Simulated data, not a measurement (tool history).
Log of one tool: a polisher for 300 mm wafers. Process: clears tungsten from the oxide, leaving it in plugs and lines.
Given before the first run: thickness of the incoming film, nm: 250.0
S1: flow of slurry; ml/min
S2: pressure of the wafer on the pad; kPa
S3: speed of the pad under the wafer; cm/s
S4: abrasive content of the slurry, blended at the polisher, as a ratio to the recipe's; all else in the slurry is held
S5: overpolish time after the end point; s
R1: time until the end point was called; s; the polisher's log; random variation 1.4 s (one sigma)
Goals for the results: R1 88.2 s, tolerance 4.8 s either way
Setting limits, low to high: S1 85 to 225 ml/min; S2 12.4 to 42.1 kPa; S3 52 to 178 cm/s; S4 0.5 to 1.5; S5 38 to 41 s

run	hour	S1	S2	S3	S4	S5	R1
1	0	145	26.9	114	1	38	55.398
2	6.9	145	23.4	112	1	38	64.222
3	9.7	145	23.4	112	1	38	63.327
4	11.5	145	21.4	110	1	38	71.313
5	15.4	145	20	110	1	38	75.63
# hour 23.6: worn pad replaced by a new one
6	23.6	145	19.3	110	1	38	76.893
7	24.3	145	18.6	110	1	38	77.594
8	30.7	145	17.9	110	1	38	79.459
9	39.7	145	17.2	110	1	38	83.117

5 next moves are on the table. One of them brings every result within its allowed miss. Which?
A	48.7	140	17.2	116	1.05	41	?
B	48.7	130	15.2	134	1.1	41	?
C	48.7	170	15.9	114	0.9	40	?
D	48.7	130	23.4	100	0.95	38	?
E	48.7	145	19.3	100	1.05	41	?

move	R1
A	79.528
B	78.215
C	88.488
D	71.547
E	81.809
A: lands further from the targets than the last run did
B: lands further from the targets than the last run did
C: hits every target within its allowed miss
D: lands further from the targets than the last run did
E: lands further from the targets than the last run did
C is the move that brings every result within its allowed miss.

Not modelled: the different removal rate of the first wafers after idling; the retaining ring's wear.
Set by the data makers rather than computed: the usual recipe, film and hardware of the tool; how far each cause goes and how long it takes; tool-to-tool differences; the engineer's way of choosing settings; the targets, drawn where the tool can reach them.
